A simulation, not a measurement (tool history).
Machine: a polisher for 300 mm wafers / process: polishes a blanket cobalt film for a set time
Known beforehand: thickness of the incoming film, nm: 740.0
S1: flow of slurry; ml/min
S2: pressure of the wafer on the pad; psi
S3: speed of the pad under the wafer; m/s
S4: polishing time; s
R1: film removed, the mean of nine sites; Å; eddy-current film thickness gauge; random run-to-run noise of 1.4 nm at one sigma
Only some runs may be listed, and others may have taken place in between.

| run | hour | S1 | S2 | S3 | S4 | R1 |
|---|---|---|---|---|---|---|
| 1 | 0.0 | 240 | 2.1 | 0.80 | 35 | 1206.50 |
| 2 | 7.8 | 240 | 2.1 | 0.70 | 35 | 1073.00 |
| 3 | 9.8 | 240 | 2.1 | 0.54 | 35 | 846.55 |
| 4 | 14.5 | 240 | 2.1 | 0.72 | 35 | 1094.90 |
| 5 | 23.5 | 245 | 2.5 | 0.72 | 35 | 1243.00 |
| 6 | 27.2 | 270 | 2.5 | 0.72 | 35 | 1263.30 |
| 7 | 29.9 | 270 | 2.7 | 0.76 | 35 | 1390.00 |
| 8 | 30.5 | 270 | 2.9 | 0.80 | 35 | 1538.60 |
| 9 | 31.9 | 275 | 3.0 | 0.82 | 35 | 1628.20 |
| 10 | 38.9 | 275 | 3.1 | 0.84 | 35 | 1694.40 |

What will run 11 give?
| 11 | 40.2 | 280 | 3.1 | 0.86 | 35 | ? |

Run 11 produced R1 1747.10 Å.

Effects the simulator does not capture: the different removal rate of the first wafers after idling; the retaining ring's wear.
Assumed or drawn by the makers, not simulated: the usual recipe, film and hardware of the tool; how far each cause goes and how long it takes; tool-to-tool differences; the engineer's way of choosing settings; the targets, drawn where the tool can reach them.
